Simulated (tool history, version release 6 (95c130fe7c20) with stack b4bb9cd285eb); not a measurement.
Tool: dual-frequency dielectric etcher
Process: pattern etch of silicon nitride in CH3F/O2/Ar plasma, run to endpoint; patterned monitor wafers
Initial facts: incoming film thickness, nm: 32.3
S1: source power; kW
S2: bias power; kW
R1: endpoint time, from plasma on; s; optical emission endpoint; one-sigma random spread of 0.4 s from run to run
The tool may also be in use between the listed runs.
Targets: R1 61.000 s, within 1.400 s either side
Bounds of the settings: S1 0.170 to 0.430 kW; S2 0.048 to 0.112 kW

Run 1, day 0.000: S1 0.300 kW, S2 0.080 kW. Result: R1 53.500 s.
Run 2, day 0.046: S1 0.300 kW, S2 0.070 kW. Result: R1 56.377 s.
Run 3, day 0.121: S1 0.290 kW, S2 0.069 kW. Result: R1 57.242 s.
Run 4, day 0.217: S1 0.330 kW, S2 0.069 kW. Result: R1 55.439 s.
Run 5, day 0.408: S1 0.320 kW, S2 0.068 kW. Result: R1 56.492 s.
At day 0.650: wet clean of the chamber.
Run 6, day 0.650: S1 0.310 kW, S2 0.067 kW. Result: R1 54.679 s.
Run 7, day 0.808: S1 0.290 kW, S2 0.065 kW. Result: R1 56.898 s.
Run 8, day 0.992: S1 0.280 kW, S2 0.063 kW. Result: R1 57.620 s.
Run 9, day 1.204: S1 0.230 kW, S2 0.059 kW. Result: R1 62.981 s.

Which of these 4 next moves meets every target?
Run A, day 1.417: S1 0.250 kW, S2 0.068 kW. Result: R1 ?.
Run B, day 1.417: S1 0.210 kW, S2 0.067 kW. Result: R1 ?.
Run C, day 1.417: S1 0.220 kW, S2 0.057 kW. Result: R1 ?.
Run D, day 1.417: S1 0.270 kW, S2 0.068 kW. Result: R1 ?.

move      R1
   A  57.559
   B  61.156
   C  64.395
   D  56.159
A: pushes the last run's worst result past its target
B: all results in spec
C: further off than the last run
D: pushes the last run's worst result past its target
Answer: B
